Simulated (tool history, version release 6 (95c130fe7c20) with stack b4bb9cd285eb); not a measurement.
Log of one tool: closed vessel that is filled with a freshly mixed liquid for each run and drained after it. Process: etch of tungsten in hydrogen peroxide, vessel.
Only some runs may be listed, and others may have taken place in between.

run,hour,temperature setpoint of the liquid (C),concentration of hydrogen peroxide in the mixed liquid (% by weight),time in the liquid (s),thickness taken off the tungsten on a monitor wafer (Å)
1,0,50,16.5,30,346.82
2,4,48.5,16.5,30,319.03
3,12.1,48.5,16.5,30,322.33
4,15.1,47.5,16.5,30,299.63
5,23.5,47.5,16.5,30,301.14
6,28.6,47.5,19.5,30,324.97
7,29.8,46.5,19.5,30,301.85
8,34.4,45.5,19.5,30,289.54
9,37.3,45.5,19.5,30,289.67
10,41.8,44.5,19.5,30,272.12
11,47,44,19.5,30,263.42
12,52.2,43.5,19.5,30,251.67
13,57.9,43.5,19.5,30,251.53
14,60.9,43,19.5,30,242.23

For run 15, what comes out?
15,64.2,42.5,19.5,30,?

{"run 15": {"thickness taken off the tungsten on a monitor wafer (Å)": 238.09}}

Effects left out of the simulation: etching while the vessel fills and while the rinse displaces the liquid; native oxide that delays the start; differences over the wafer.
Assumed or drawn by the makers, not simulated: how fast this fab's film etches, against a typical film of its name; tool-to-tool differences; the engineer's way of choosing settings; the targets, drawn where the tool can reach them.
